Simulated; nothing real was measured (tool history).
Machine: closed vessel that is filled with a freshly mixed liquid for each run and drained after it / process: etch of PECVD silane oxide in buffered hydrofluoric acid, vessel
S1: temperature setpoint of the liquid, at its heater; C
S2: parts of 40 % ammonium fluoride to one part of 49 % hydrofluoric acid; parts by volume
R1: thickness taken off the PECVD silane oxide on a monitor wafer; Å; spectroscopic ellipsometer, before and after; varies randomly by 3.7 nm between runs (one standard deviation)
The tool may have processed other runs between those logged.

run 1 day=0.000 | S1=20.0 S2=12.5 time_in_the_liquid_(s)=90 | R1=1459.5
run 2 day=0.142 | S1=22.0 S2=12.5 time_in_the_liquid_(s)=90 | R1=1675.0
run 3 day=0.238 | S1=24.0 S2=10.5 time_in_the_liquid_(s)=90 | R1=2199.8
run 4 day=0.354 | S1=24.0 S2=10.5 time_in_the_liquid_(s)=90 | R1=2180.4
run 5 day=0.646 | S1=24.0 S2=7.5 time_in_the_liquid_(s)=90 | R1=2972.6
-- day=0.979 thermometer replaced
run 6 day=0.979 | S1=25.0 S2=7.0 time_in_the_liquid_(s)=90 | R1=3559.2
run 7 day=1.029 | S1=25.5 S2=7.0 time_in_the_liquid_(s)=90 | R1=3717.7

Run 8 comes next. What will it give?
run 8 day=1.221 | S1=26.0 S2=7.0 time_in_the_liquid_(s)=90 | R1=?

{"run 8": {"R1": 3851.7}}
